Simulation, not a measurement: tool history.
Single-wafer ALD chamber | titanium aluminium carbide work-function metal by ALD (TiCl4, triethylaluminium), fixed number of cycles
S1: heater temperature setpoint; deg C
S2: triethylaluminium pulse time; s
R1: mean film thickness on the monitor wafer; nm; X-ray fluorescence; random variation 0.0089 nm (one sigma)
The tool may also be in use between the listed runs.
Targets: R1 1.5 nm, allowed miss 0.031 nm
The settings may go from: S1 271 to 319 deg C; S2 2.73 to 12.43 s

run 1 hour=0 | S1=295 S2=7.58 | R1=1.8507
run 2 hour=3.4 | S1=289 S2=6.33 | R1=1.743
run 3 hour=5.4 | S1=284 S2=5.42 | R1=1.6677
run 4 hour=8.7 | S1=284 S2=7.25 | R1=1.7667
run 5 hour=15.9 | S1=284 S2=5.89 | R1=1.6876
run 6 hour=18.6 | S1=284 S2=6.92 | R1=1.7397
run 7 hour=19.7 | S1=280 S2=5.89 | R1=1.6439
run 8 hour=21.3 | S1=271 S2=4.06 | R1=1.4526

Which of these 4 next moves meets every target?
run A hour=22.9 | S1=271 S2=3.89 | R1=?
run B hour=22.9 | S1=271 S2=3.4 | R1=?
run C hour=22.9 | S1=271 S2=4.72 | R1=?
run D hour=22.9 | S1=272 S2=3.71 | R1=?

move=A R1=1.4577
move=B R1=1.4179
move=C R1=1.5153
move=D R1=1.4517
A: nearer than the last run, and not there yet
B: further off than the last run
C: meets every target
D: as far off as the last run
Answer: C
